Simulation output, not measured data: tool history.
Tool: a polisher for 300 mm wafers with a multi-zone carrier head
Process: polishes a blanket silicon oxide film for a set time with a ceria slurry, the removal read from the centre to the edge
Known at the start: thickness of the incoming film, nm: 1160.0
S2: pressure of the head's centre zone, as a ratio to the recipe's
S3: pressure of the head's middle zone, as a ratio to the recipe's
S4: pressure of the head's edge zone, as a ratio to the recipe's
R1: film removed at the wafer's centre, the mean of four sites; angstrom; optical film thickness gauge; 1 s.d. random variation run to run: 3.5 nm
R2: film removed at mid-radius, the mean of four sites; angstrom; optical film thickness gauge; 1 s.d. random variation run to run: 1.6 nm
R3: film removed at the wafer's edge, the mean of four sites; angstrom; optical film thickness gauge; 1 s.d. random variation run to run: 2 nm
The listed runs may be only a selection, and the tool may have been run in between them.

run 1 day=0.000 | flow_of_slurry_(ml/min)=145 S2=1.00 S3=1.00 S4=1.00 polishing_time_(s)=37 | R1=2074.5 R2=2142.0 R3=2065.7
run 2 day=0.225 | flow_of_slurry_(ml/min)=145 S2=1.00 S3=1.00 S4=1.08 polishing_time_(s)=37 | R1=2074.2 R2=2143.6 R3=2129.1
run 3 day=0.412 | flow_of_slurry_(ml/min)=145 S2=1.00 S3=1.05 S4=1.08 polishing_time_(s)=37 | R1=2086.1 R2=2229.9 R3=2128.1
run 4 day=0.575 | flow_of_slurry_(ml/min)=150 S2=1.02 S3=1.00 S4=1.12 polishing_time_(s)=38 | R1=2244.1 R2=2217.4 R3=2276.4
run 5 day=0.738 | flow_of_slurry_(ml/min)=155 S2=1.03 S3=0.98 S4=1.14 polishing_time_(s)=38 | R1=2231.9 R2=2186.8 R3=2280.0
run 6 day=0.796 | flow_of_slurry_(ml/min)=155 S2=1.03 S3=0.98 S4=1.14 polishing_time_(s)=34 | R1=2024.6 R2=1964.6 R3=2051.1
run 7 day=1.025 | flow_of_slurry_(ml/min)=165 S2=1.04 S3=0.95 S4=1.16 polishing_time_(s)=35 | R1=2114.0 R2=1980.8 R3=2113.9

Run 8 comes next. What will it give?
run 8 day=1.083 | flow_of_slurry_(ml/min)=160 S2=1.05 S3=0.94 S4=1.17 polishing_time_(s)=37 | R1=? R2=? R3=?

Run 8 yielded R1 2311.5 angstrom, R2 2047.7 angstrom, R3 2278.0 angstrom.
